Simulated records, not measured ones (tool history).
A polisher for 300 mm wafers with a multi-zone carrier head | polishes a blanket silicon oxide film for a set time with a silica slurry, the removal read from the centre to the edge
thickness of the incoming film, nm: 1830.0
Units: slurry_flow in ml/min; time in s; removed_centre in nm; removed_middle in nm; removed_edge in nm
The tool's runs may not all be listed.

run  hour  slurry_flow  centre_zone  middle_zone  edge_zone  slurry_solids  time  removed_centre  removed_middle  removed_edge
  1     0          295            1            1          1              1    73          265.46           268.2        278.12
  2   4.3          295         1.05            1          1              1    73          282.16          266.46         277.2
  3  12.8          295         1.05            1          1              1    87          330.95          321.64         339.1
  4  19.7          295         1.04            1       1.01              1    87          324.76          316.46        331.25
  5    28          295         1.04         1.03       1.01              1    87          333.07          330.68        335.03
  6  34.4          295         1.03         1.03       1.02              1    87           326.3          330.53        343.66
     39.6  -- edge zone pressure recalibrated
  7  39.6          295         1.03         1.03       1.03              1    87          325.19           334.5        321.16
  8  44.9          295         1.03         1.03       1.03              1    87          328.86          325.79        322.53
  9  50.2          295         1.03         1.03       1.01              1    87          326.64          326.82        317.62

The next listed run, before its measurement:
 10  52.9          295         1.03         1.03       1.03              1    87               ?               ?             ?

Run 10 gave removed_centre 324.33 nm, removed_middle 323.46 nm, removed_edge 313.85 nm.
